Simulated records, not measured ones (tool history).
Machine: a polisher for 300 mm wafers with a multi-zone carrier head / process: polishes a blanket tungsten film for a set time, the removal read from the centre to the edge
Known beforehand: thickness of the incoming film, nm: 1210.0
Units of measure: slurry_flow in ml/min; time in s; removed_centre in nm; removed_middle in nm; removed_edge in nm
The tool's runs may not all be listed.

run,hour,slurry_flow,centre_zone,middle_zone,edge_zone,slurry_solids,time,removed_centre,removed_middle,removed_edge
1,0.0,285,1.00,1.00,1.00,1.00,58,251.66,253.81,242.94
2,4.6,285,1.00,1.00,1.00,0.80,58,229.68,230.05,225.92
3,11.3,285,1.00,0.93,1.00,0.80,58,229.11,212.92,225.71
4,13.1,290,1.01,0.96,1.05,1.00,59,258.78,245.58,257.25
5,15.3,305,1.03,1.01,1.09,1.05,59,269.05,261.19,265.21
6,22.7,305,1.03,1.01,1.09,1.05,67,306.22,295.80,296.82
7,24.9,320,1.04,1.04,1.12,1.10,67,316.77,309.09,312.78

Run 8 comes next. What will it give?
8,30.1,335,1.05,1.06,1.12,1.10,67,?,?,?

Logged for run 8: removed_centre 318.99 nm, removed_middle 313.22 nm, removed_edge 309.87 nm.
